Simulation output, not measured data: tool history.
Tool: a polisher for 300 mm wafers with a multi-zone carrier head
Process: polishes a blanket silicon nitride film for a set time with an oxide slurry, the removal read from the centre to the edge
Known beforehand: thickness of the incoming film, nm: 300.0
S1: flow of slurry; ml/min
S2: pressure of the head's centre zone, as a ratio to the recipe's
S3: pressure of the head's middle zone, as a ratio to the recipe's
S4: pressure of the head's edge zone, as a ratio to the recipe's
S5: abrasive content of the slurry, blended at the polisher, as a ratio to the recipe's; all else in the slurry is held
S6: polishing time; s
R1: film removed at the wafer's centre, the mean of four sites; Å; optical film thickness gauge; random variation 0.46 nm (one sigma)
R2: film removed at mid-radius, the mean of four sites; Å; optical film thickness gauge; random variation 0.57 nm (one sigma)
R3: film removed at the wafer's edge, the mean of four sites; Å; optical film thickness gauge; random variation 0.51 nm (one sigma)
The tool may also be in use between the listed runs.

run	hour	S1	S2	S3	S4	S5	S6	R1	R2	R3
1	0.0	225	1.00	1.00	1.00	1.00	77	709.36	709.28	701.68
2	3.2	215	0.95	1.02	0.98	0.85	72	555.92	606.97	576.30
3	4.5	205	0.91	1.02	0.95	0.75	72	471.25	532.60	510.16
4	6.5	205	0.97	1.02	0.95	0.75	72	522.74	540.61	508.10
5	15.2	165	0.97	1.02	0.95	0.75	72	483.73	521.94	497.38
6	23.1	165	0.97	1.02	0.92	0.75	72	489.85	533.78	491.69
7	28.7	160	0.93	1.03	0.90	0.70	72	442.16	489.90	448.80
8	35.1	155	0.90	1.05	0.90	0.70	72	416.60	500.97	440.26
9	39.5	150	0.88	1.05	0.90	0.70	72	407.53	485.00	455.29
10	48.1	175	0.83	1.14	0.87	0.50	71	275.18	392.66	310.75

Run 11, settings as shown, results not yet in. Your forecast:
11	51.3	175	0.85	1.14	0.92	0.55	70	?	?	?

{"run 11": {"R1": 313.67, "R2": 429.28, "R3": 355.53}}

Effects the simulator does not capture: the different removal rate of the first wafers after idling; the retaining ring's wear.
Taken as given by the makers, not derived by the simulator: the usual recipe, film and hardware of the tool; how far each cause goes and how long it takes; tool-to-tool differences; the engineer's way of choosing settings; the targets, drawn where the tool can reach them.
